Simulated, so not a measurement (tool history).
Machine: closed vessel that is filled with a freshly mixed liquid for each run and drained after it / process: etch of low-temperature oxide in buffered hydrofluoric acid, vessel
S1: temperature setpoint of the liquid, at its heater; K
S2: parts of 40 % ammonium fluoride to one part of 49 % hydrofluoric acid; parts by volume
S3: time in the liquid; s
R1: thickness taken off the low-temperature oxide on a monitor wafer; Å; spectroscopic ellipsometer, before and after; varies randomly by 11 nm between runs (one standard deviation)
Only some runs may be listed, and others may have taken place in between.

run  hour      S1    S2   S3      R1
  1     0  296.15   9.5  105  6846.4
  2   2.3  298.15     9  105  8049.4
  3   6.7  298.15     9  105  8069.3
  4   7.3  299.65     9  105  8762.2
  5   8.1  299.65  11.5  105  7193.7
  6  15.5  299.65  11.5  115  7838.7

Run 7 is up next; what results do you expect?
  7  16.4  300.65  11  115   ?

Run 7 yielded R1 8598.9 Å.

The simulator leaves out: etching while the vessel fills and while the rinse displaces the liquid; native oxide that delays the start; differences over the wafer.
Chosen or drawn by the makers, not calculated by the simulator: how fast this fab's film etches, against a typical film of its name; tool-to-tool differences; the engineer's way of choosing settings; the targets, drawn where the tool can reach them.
